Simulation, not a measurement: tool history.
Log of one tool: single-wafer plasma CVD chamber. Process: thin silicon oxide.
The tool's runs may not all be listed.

run,day,heater temperature setpoint (deg C),chamber pressure (Pa),RF power (kW),deposition time (s),mean film thickness on the monitor wafer (nm)
1,0,405,117.1,0.22,3.83,6.1127
2,0.375,405,117.1,0.19,3.83,5.7929
3,0.65,405,122.9,0.19,3.83,6.0857
4,0.729,405,122.9,0.22,3.83,6.4275
5,0.996,405,125.6,0.22,3.83,6.4874
6,1.133,405,128.4,0.22,3.83,6.7491
7,1.454,405,129.6,0.22,3.83,6.7576
8,1.692,405,130.9,0.22,3.83,6.8238
9,1.846,405,132,0.22,3.83,6.8457
10,1.971,405,132,0.22,3.83,6.818

The next listed run, before its measurement:
11,2.112,405,133.2,0.22,3.83,?

{"run 11": {"mean film thickness on the monitor wafer (nm)": 6.9211}}
